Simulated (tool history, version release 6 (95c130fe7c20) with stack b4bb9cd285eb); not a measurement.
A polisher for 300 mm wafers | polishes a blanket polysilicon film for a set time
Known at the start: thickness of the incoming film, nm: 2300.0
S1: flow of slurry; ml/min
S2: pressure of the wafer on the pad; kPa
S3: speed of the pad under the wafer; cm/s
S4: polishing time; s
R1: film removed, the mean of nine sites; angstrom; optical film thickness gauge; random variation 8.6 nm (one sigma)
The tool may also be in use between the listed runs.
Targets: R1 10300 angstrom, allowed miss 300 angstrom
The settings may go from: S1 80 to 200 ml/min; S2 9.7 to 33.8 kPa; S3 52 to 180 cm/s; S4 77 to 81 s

| run | day | S1 | S2 | S3 | S4 | R1 |
|---|---|---|---|---|---|---|
| 1 | 0 | 130 | 21.4 | 116 | 77 | 8848.2 |
| 2 | 0.221 | 135 | 21.4 | 116 | 77 | 8942.6 |
| 3 | 0.354 | 140 | 21.4 | 116 | 77 | 8927 |
| 4 | 0.658 | 140 | 19.3 | 116 | 77 | 8042.8 |
| 5 | 0.75 | 140 | 20 | 116 | 77 | 8390.3 |
| 6 | 0.992 | 110 | 20 | 116 | 77 | 7985.2 |
| 7 | 1.088 | 115 | 20.7 | 116 | 77 | 8236.5 |
| 8 | 1.271 | 120 | 20.7 | 116 | 77 | 8357.9 |
| 9 | 1.383 | 125 | 20.7 | 116 | 77 | 8295.2 |
| 10 | 1.679 | 130 | 20.7 | 116 | 77 | 8515.1 |
| 11 | 1.725 | 165 | 22.8 | 116 | 77 | 9883.8 |
| 12 | 2.029 | 170 | 22.8 | 116 | 77 | 9791.7 |

Which of these 5 next moves meets every target?
| A | 2.333 | 180 | 24.8 | 104 | 81 | ? |
| B | 2.333 | 185 | 22.8 | 106 | 81 | ? |
| C | 2.333 | 170 | 23.4 | 120 | 81 | ? |
| D | 2.333 | 135 | 24.1 | 106 | 81 | ? |
| E | 2.333 | 175 | 22.8 | 124 | 79 | ? |

| move | R1 |
|---|---|
| A | 10084 |
| B | 9476 |
| C | 10859 |
| D | 9494.5 |
| E | 10670 |
A: meets every target
B: further off than the last run
C: takes the result that was furthest off past its target
D: further off than the last run
E: takes the result that was furthest off past its target
The right move is A.
